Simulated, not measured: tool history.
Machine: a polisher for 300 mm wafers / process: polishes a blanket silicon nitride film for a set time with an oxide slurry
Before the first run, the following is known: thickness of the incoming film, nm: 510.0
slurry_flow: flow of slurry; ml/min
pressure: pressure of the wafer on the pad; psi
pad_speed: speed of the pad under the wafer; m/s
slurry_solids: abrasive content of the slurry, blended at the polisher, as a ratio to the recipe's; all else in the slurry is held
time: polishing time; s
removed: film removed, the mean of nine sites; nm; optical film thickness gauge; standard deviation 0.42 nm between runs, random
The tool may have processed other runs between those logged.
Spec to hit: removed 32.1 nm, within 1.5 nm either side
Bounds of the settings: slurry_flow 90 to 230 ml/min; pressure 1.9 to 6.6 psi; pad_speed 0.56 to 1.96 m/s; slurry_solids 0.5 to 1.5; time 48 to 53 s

| run | hour | slurry_flow | pressure | pad_speed | slurry_solids | time | removed |
|---|---|---|---|---|---|---|---|
| 1 | 0 | 150 | 4.2 | 1.26 | 1 | 53 | 47.156 |
| 2 | 7.4 | 150 | 4.2 | 1.36 | 1 | 53 | 48.727 |
| 3 | 15.5 | 150 | 3.8 | 1.34 | 1 | 53 | 43.359 |
| 4 | 21 | 150 | 3.8 | 1.34 | 1 | 48 | 39.705 |
| 5 | 27 | 150 | 3.6 | 1.34 | 1 | 48 | 37.848 |
| 6 | 33.2 | 150 | 4.5 | 1.34 | 1 | 48 | 47.435 |
| 7 | 39.9 | 150 | 4.1 | 1.32 | 1 | 48 | 42.783 |
| 8 | 43.8 | 150 | 3.8 | 1.32 | 1 | 48 | 39.96 |
| 9 | 47 | 150 | 3.6 | 1.32 | 1 | 48 | 37.942 |
| 10 | 51.2 | 150 | 3.4 | 1.32 | 1 | 48 | 35.983 |
| 11 | 57.6 | 150 | 3.3 | 1.32 | 1 | 48 | 35.159 |
| 12 | 60.3 | 150 | 3.2 | 1.32 | 1 | 48 | 33.773 |

Of the 4 settings listed for the next run, only one would bring every result within its allowed miss of target. Which one?
| A | 63 | 110 | 2.7 | 1.58 | 1 | 53 | ? |
| B | 63 | 150 | 3.1 | 1.38 | 0.95 | 52 | ? |
| C | 63 | 160 | 3.3 | 1.46 | 0.7 | 48 | ? |
| D | 63 | 175 | 2.5 | 1.34 | 1 | 48 | ? |

| move | removed |
|---|---|
| A | 36.398 |
| B | 37.217 |
| C | 33.512 |
| D | 29.121 |
A: misses by more than the last run did
B: misses by more than the last run did
C: every result within its allowed miss
D: pushes the last run's worst result past its target
Go with C: it meets all targets.

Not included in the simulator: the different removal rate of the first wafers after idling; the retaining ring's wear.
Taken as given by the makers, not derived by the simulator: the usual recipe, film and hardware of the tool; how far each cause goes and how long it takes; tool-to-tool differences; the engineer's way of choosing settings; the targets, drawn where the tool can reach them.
